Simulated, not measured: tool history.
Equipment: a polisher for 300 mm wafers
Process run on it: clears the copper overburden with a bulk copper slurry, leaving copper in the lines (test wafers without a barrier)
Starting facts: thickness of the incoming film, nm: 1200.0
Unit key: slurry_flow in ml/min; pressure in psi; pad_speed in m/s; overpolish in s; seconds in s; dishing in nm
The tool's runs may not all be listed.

run  hour  slurry_flow  pressure  pad_speed  slurry_solids  overpolish  seconds  dishing
  1     0          155         3        1.2              1          20   112.11   98.093
  2   3.5          155         3        1.2            0.9          20   117.56   96.007
  3  10.4          160       2.7        1.2           0.85          17   128.73   83.967
  4  19.2          160       2.3        1.2           0.85          17   154.86   74.509
  5  20.9          175       2.1       1.22            0.8          15   162.15    63.34
  6  29.5          190         2       1.24           0.75          13   173.31   55.178

Run 7 has not been measured yet. What should we expect?
  7  31.4          235       1.4       1.58            0.5           6        ?        ?

seconds: 223.93 s
dishing: 24.279 nm
